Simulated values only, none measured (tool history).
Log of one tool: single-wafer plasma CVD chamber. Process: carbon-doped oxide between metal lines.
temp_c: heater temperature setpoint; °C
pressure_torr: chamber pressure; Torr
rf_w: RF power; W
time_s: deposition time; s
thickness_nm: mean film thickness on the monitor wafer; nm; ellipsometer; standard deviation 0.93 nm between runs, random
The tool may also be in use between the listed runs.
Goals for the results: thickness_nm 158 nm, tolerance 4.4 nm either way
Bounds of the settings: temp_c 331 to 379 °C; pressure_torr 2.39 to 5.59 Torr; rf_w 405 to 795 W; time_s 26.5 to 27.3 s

run	hour	temp_c	pressure_torr	rf_w	time_s	thickness_nm
1	0	355	3.99	600	26.5	139.25
2	5	362	3.99	600	26.5	136.82
3	9.4	361	4.08	625	26.6	142.17
4	12.7	360	4.17	640	26.6	143.7
5	17	352	4.17	640	26.6	146.3
6	22.8	352	4.18	655	26.7	148.41
7	29.8	352	4.19	670	26.8	152.09
8	32.8	352	4.2	680	26.8	152.32
9	36.5	352	4.2	680	26.8	152.72
10	38.6	352	4.21	685	26.8	152.55

Which of these 4 next moves meets every target?
A	40.7	363	3.91	720	26.5	?
B	40.7	345	4.4	605	26.5	?
C	40.7	339	3.86	640	27.3	?
D	40.7	351	3.85	610	27.1	?

move	thickness_nm
A	149.38
B	147.1
C	156.34
D	145.78
A: lands further from the targets than the last run did
B: lands further from the targets than the last run did
C: each result inside its tolerance
D: lands further from the targets than the last run did
C meets every target.
